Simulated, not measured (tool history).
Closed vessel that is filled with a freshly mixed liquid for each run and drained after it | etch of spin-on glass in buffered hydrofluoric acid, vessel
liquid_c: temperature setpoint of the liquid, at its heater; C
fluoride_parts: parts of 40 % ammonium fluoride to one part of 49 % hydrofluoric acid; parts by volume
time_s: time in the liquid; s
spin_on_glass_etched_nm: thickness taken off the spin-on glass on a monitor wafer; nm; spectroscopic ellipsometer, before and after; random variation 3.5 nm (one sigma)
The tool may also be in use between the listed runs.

| run | day | liquid_c | fluoride_parts | time_s | spin_on_glass_etched_nm |
|---|---|---|---|---|---|
| 1 | 0 | 21 | 7 | 85 | 275.74 |
| 2 | 0.125 | 24 | 7 | 85 | 321.68 |
| 3 | 0.421 | 24 | 9 | 85 | 246.68 |
| 4 | 0.508 | 25 | 8.5 | 85 | 278.87 |
| 5 | 0.65 | 26 | 8 | 85 | 310.55 |
| 6 | 0.912 | 26 | 8 | 95 | 348.46 |
| 7 | 1.138 | 26.5 | 8 | 95 | 358.85 |
| 8 | 1.179 | 26.5 | 8 | 95 | 357.04 |
| 9 | 1.525 | 27 | 8 | 95 | 366.21 |

Forecast run 10:
| 10 | 1.612 | 27.5 | 8 | 95 | ? |

spin_on_glass_etched_nm: 377.15 nm

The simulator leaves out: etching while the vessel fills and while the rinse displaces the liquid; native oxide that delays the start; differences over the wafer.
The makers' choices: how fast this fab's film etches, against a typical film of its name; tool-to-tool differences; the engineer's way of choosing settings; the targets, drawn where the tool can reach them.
